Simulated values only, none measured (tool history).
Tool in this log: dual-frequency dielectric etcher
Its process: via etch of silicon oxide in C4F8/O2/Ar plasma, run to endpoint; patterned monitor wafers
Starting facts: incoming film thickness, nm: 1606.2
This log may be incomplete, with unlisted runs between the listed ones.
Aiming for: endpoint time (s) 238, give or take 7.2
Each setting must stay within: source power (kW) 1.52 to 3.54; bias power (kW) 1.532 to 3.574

Run 1, hour 0: source power (kW) 2.53, bias power (kW) 2.553. Result: endpoint time (s) 287.23.
Run 2, hour 3.4: source power (kW) 2.93, bias power (kW) 2.553. Result: endpoint time (s) 266.83.
Run 3, hour 8.8: source power (kW) 2.93, bias power (kW) 2.108. Result: endpoint time (s) 281.38.
Run 4, hour 11.4: source power (kW) 2.93, bias power (kW) 2.464. Result: endpoint time (s) 267.69.
At hour 12.4: source power generator calibrated.
Run 5, hour 12.4: source power (kW) 2.73, bias power (kW) 2.464. Result: endpoint time (s) 268.48.
Run 6, hour 15.9: source power (kW) 2.73, bias power (kW) 2.795. Result: endpoint time (s) 266.44.
Run 7, hour 17.1: source power (kW) 2.86, bias power (kW) 2.852. Result: endpoint time (s) 258.51.
Run 8, hour 20.8: source power (kW) 2.96, bias power (kW) 2.893. Result: endpoint time (s) 252.7.
Run 9, hour 26.6: source power (kW) 3.03, bias power (kW) 2.922. Result: endpoint time (s) 251.19.

Which of these 5 next moves meets every target?
Run A, hour 32.4: source power (kW) 3.54, bias power (kW) 3.382. Result: endpoint time (s) ?.
Run B, hour 32.4: source power (kW) 2.79, bias power (kW) 3.126. Result: endpoint time (s) ?.
Run C, hour 32.4: source power (kW) 2.7, bias power (kW) 2.629. Result: endpoint time (s) ?.
Run D, hour 32.4: source power (kW) 3.2, bias power (kW) 3.2. Result: endpoint time (s) ?.
Run E, hour 32.4: source power (kW) 2.92, bias power (kW) 2.919. Result: endpoint time (s) ?.

move  endpoint time (s)
   A                228
   B             257.79
   C             274.33
   D             241.64
   E             257.76
A: the result that was furthest off in the last run now lies on the other side of its target
B: further off than the last run
C: further off than the last run
D: all results land within tolerance of their targets
E: further off than the last run
Correct choice: D, which meets every target

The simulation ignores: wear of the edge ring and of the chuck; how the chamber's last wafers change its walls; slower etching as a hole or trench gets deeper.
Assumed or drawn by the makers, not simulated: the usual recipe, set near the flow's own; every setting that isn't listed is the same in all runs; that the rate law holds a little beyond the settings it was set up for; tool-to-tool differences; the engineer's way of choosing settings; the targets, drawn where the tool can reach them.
